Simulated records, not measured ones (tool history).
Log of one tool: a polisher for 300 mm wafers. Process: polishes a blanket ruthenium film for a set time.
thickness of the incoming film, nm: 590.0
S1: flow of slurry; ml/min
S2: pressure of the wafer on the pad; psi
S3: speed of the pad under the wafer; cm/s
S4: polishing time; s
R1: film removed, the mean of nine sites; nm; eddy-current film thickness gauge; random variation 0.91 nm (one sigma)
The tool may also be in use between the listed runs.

{"run": 1, "day": 0.0, "S1": 180, "S2": 2.8, "S3": 116, "S4": 95, "R1": 150.7}
{"run": 2, "day": 0.054, "S1": 180, "S2": 2.8, "S3": 88, "S4": 95, "R1": 113.95}
{"run": 3, "day": 0.304, "S1": 180, "S2": 2.8, "S3": 104, "S4": 95, "R1": 135.41}
{"run": 4, "day": 0.512, "S1": 180, "S2": 2.8, "S3": 114, "S4": 95, "R1": 145.92}
{"run": 5, "day": 0.775, "S1": 180, "S2": 2.8, "S3": 114, "S4": 99, "R1": 151.9}
{"run": 6, "day": 1.133, "S1": 180, "S2": 3.3, "S3": 114, "S4": 99, "R1": 179.93}
{"run": 7, "day": 1.338, "S1": 175, "S2": 3.1, "S3": 114, "S4": 99, "R1": 167.48}
{"run": 8, "day": 1.375, "S1": 170, "S2": 3.0, "S3": 114, "S4": 99, "R1": 162.09}
{"run": 9, "day": 1.625, "S1": 165, "S2": 2.9, "S3": 114, "S4": 99, "R1": 155.38}
{"run": 10, "day": 1.729, "S1": 160, "S2": 2.8, "S3": 114, "S4": 99, "R1": 150.57}

The next listed run, before its measurement:
{"run": 11, "day": 2.088, "S1": 155, "S2": 2.7, "S3": 114, "S4": 99, "R1": "?"}

R1: 144.06 nm
